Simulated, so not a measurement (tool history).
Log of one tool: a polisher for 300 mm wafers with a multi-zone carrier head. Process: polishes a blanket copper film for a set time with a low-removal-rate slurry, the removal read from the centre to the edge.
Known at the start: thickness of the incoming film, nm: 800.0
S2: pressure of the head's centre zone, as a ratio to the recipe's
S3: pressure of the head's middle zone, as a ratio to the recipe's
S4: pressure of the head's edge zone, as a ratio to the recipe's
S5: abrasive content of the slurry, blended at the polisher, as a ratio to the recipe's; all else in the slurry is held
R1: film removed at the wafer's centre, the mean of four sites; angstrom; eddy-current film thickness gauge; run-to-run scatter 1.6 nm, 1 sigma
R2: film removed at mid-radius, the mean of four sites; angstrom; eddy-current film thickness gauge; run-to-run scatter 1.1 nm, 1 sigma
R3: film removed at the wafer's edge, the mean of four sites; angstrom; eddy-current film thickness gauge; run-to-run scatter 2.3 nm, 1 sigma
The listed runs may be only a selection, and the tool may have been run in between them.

run 1 hour=0.0 | flow_of_slurry_(ml/min)=180 S2=1.00 S3=1.00 S4=1.00 S5=1.00 polishing_time_(s)=85 | R1=1977.4 R2=1834.9 R3=1845.9
run 2 hour=8.9 | flow_of_slurry_(ml/min)=180 S2=1.00 S3=1.07 S4=1.00 S5=1.00 polishing_time_(s)=85 | R1=1953.9 R2=1936.0 R3=1810.1
run 3 hour=10.0 | flow_of_slurry_(ml/min)=180 S2=1.00 S3=1.07 S4=1.00 S5=1.00 polishing_time_(s)=102 | R1=2377.3 R2=2322.6 R3=2249.9
run 4 hour=15.4 | flow_of_slurry_(ml/min)=180 S2=1.06 S3=1.07 S4=1.00 S5=1.00 polishing_time_(s)=102 | R1=2515.7 R2=2316.4 R3=2203.7
run 5 hour=18.8 | flow_of_slurry_(ml/min)=180 S2=1.06 S3=1.07 S4=1.00 S5=0.90 polishing_time_(s)=102 | R1=2412.2 R2=2252.0 R3=2115.0
run 6 hour=19.9 | flow_of_slurry_(ml/min)=180 S2=1.06 S3=1.07 S4=1.03 S5=0.90 polishing_time_(s)=102 | R1=2420.3 R2=2256.4 R3=2152.4
run 7 hour=20.8 | flow_of_slurry_(ml/min)=180 S2=1.05 S3=1.07 S4=1.02 S5=0.85 polishing_time_(s)=100 | R1=2310.2 R2=2170.3 R3=2058.6
run 8 hour=21.5 | flow_of_slurry_(ml/min)=175 S2=1.04 S3=1.07 S4=1.01 S5=0.80 polishing_time_(s)=98 | R1=2187.9 R2=2085.6 R3=1989.0
run 9 hour=24.8 | flow_of_slurry_(ml/min)=175 S2=1.03 S3=1.07 S4=1.00 S5=0.75 polishing_time_(s)=96 | R1=2075.0 R2=2004.3 R3=1905.9
-- hour=27.3 centre zone pressure recalibrated
run 10 hour=27.3 | flow_of_slurry_(ml/min)=175 S2=1.03 S3=1.07 S4=0.99 S5=0.70 polishing_time_(s)=95 | R1=1920.3 R2=1947.9 R3=1909.5
run 11 hour=32.1 | flow_of_slurry_(ml/min)=170 S2=1.05 S3=1.08 S4=0.98 S5=0.65 polishing_time_(s)=94 | R1=1928.6 R2=1906.3 R3=1768.0
run 12 hour=37.7 | flow_of_slurry_(ml/min)=125 S2=0.96 S3=1.03 S4=0.89 S5=0.50 polishing_time_(s)=92 | R1=1473.1 R2=1553.8 R3=1434.0
run 13 hour=42.5 | flow_of_slurry_(ml/min)=135 S2=0.96 S3=1.03 S4=0.89 S5=0.50 polishing_time_(s)=92 | R1=1526.2 R2=1589.0 R3=1465.8
run 14 hour=45.6 | flow_of_slurry_(ml/min)=140 S2=0.96 S3=1.03 S4=0.89 S5=0.50 polishing_time_(s)=92 | R1=1542.6 R2=1612.0 R3=1482.6

Forecast run 15:
run 15 hour=51.1 | flow_of_slurry_(ml/min)=145 S2=0.96 S3=1.03 S4=0.89 S5=0.50 polishing_time_(s)=92 | R1=? R2=? R3=?

R1: 1555.7 angstrom
R2: 1620.6 angstrom
R3: 1516.1 angstrom
